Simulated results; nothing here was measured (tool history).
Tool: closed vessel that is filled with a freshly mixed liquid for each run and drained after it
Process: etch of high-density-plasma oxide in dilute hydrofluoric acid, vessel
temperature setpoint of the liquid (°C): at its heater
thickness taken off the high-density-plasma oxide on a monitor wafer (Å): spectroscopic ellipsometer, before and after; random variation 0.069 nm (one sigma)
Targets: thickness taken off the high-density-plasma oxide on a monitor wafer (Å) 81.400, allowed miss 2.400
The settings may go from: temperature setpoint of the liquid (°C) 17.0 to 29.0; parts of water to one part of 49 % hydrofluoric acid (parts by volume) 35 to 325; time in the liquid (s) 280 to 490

run	hour	temperature setpoint of the liquid (°C)	parts of water to one part of 49 % hydrofluoric acid (parts by volume)	time in the liquid (s)	thickness taken off the high-density-plasma oxide on a monitor wafer (Å)
1	0.0	21.0	180	490	113.420
2	2.9	23.5	180	490	123.890
3	5.8	23.5	180	490	120.460
4	8.1	25.5	180	490	131.780
5	17.3	24.5	185	490	124.360
6	24.8	24.5	185	280	70.101
7	34.5	24.5	175	280	75.745
8	38.1	24.5	170	280	78.381

Which of these 4 next moves meets every target?
A	41.7	24.0	170	315	?
B	41.7	26.0	160	280	?
C	41.7	23.0	205	390	?
D	41.7	25.0	195	365	?

move	thickness taken off the high-density-plasma oxide on a monitor wafer (Å)
A	86.411
B	88.972
C	82.289
D	88.118
A: takes the result that was furthest off past its target
B: takes the result that was furthest off past its target
C: meets every target
D: takes the result that was furthest off past its target
Move C is the one to make.

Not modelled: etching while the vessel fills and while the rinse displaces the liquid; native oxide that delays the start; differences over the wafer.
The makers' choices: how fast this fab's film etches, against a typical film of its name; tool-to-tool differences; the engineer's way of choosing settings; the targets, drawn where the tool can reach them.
